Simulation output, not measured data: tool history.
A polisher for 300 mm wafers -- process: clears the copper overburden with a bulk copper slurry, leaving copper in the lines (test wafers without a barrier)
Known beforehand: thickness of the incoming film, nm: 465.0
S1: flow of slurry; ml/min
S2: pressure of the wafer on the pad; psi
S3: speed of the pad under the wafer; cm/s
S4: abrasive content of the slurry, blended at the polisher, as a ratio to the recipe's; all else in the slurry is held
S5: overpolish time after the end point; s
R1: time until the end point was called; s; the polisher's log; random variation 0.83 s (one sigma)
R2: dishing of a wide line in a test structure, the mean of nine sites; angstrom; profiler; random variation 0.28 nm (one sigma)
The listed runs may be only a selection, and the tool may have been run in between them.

run  hour   S1   S2   S3   S4  S5      R1      R2
  1   0.0  200  2.0  102  1.0  18  62.401  155.57
  2   8.8  200  2.0  102  1.0  23  62.461  152.39
  3  10.1  200  2.0  102  1.0  17  63.065  150.80
  4  17.2  200  2.0  102  1.0  14  62.381  143.70
  5  24.3  200  1.9  102  1.0  12  65.837  149.16
  6  30.8  200  1.9   98  1.0  10  68.829  140.84

Run 7 has not been measured yet. What should we expect?
  7  33.5  210  1.9  94  1.1   9   ?   ?

R1: 68.581 s
R2: 142.13 angstrom
